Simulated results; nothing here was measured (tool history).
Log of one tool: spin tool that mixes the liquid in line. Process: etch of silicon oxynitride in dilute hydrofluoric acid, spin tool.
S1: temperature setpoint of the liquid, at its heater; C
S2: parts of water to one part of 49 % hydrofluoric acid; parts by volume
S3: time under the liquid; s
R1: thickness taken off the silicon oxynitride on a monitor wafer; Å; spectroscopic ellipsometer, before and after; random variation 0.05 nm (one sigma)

run 1 hour=0.0 | S1=23.0 S2=130 S3=260 | R1=90.999
run 2 hour=5.9 | S1=23.0 S2=130 S3=260 | R1=91.110
run 3 hour=9.2 | S1=24.5 S2=130 S3=260 | R1=97.564
run 4 hour=9.8 | S1=22.5 S2=130 S3=260 | R1=87.993
run 5 hour=10.4 | S1=22.0 S2=130 S3=260 | R1=86.869
run 6 hour=17.3 | S1=21.5 S2=130 S3=260 | R1=84.266

Run 7 comes next. What will it give?
run 7 hour=26.1 | S1=21.0 S2=130 S3=260 | R1=?

R1: 81.914 Å
